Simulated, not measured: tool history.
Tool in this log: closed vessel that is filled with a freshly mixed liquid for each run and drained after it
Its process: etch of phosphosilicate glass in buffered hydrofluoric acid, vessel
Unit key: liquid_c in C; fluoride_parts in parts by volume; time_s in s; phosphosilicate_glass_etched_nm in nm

| run | hour | liquid_c | fluoride_parts | time_s | phosphosilicate_glass_etched_nm |
|---|---|---|---|---|---|
| 1 | 0 | 20 | 17.5 | 30 | 110.01 |
| 2 | 1.4 | 22.5 | 16.5 | 30 | 135.02 |
| 3 | 2.3 | 22.5 | 19 | 30 | 116.93 |
| 4 | 5.5 | 24.5 | 17.5 | 30 | 141.25 |
| 5 | 6.9 | 24.5 | 17.5 | 30 | 139.22 |
| 6 | 11.1 | 25.5 | 16.5 | 30 | 159.14 |

Run 7 is up next; what results do you expect?
| 7 | 15.9 | 26.5 | 16 | 30 | ? |

{"run 7": {"phosphosilicate_glass_etched_nm": 170.76}}
